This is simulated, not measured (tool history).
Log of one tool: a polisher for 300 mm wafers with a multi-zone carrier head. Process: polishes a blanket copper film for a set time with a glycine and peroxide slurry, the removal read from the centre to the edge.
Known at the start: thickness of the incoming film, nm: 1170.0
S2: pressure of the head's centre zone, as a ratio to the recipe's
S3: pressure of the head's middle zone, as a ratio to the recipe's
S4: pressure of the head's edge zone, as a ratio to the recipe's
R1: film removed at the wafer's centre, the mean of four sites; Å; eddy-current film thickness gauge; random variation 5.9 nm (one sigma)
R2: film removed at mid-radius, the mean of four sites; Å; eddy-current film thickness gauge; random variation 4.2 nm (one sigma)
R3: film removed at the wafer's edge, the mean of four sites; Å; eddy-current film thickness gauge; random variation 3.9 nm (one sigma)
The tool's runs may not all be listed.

{"run": 1, "hour": 0.0, "flow of slurry (ml/min)": 230, "S2": 1, "S3": 1, "S4": 1, "polishing time (s)": 83, "R1": 3119.7, "R2": 3295.5, "R3": 3262.2}
{"run": 2, "hour": 1.2, "flow of slurry (ml/min)": 230, "S2": 1, "S3": 1, "S4": 0.94, "polishing time (s)": 83, "R1": 3180.4, "R2": 3326.7, "R3": 3190.8}
{"run": 3, "hour": 4.0, "flow of slurry (ml/min)": 240, "S2": 1.01, "S3": 1.03, "S4": 0.95, "polishing time (s)": 86, "R1": 3347.2, "R2": 3556.1, "R3": 3319.7}
{"run": 4, "hour": 11.2, "flow of slurry (ml/min)": 240, "S2": 1.01, "S3": 1.03, "S4": 0.89, "polishing time (s)": 86, "R1": 3284.1, "R2": 3532.2, "R3": 3176.1}
{"run": 5, "hour": 18.8, "flow of slurry (ml/min)": 240, "S2": 1.01, "S3": 1.03, "S4": 0.89, "polishing time (s)": 78, "R1": 2931.7, "R2": 3202.9, "R3": 2943.2}
{"run": 6, "hour": 27.5, "flow of slurry (ml/min)": 245, "S2": 1.01, "S3": 1.05, "S4": 0.91, "polishing time (s)": 82, "R1": 3128, "R2": 3410.9, "R3": 3119.7}

The next listed run, before its measurement:
{"run": 7, "hour": 33.3, "flow of slurry (ml/min)": 295, "S2": 1.01, "S3": 1.15, "S4": 0.97, "polishing time (s)": 105, "R1": "?", "R2": "?", "R3": "?"}

Run 7 gave R1 4095.6 Å, R2 4811.7 Å, R3 4139.8 Å.

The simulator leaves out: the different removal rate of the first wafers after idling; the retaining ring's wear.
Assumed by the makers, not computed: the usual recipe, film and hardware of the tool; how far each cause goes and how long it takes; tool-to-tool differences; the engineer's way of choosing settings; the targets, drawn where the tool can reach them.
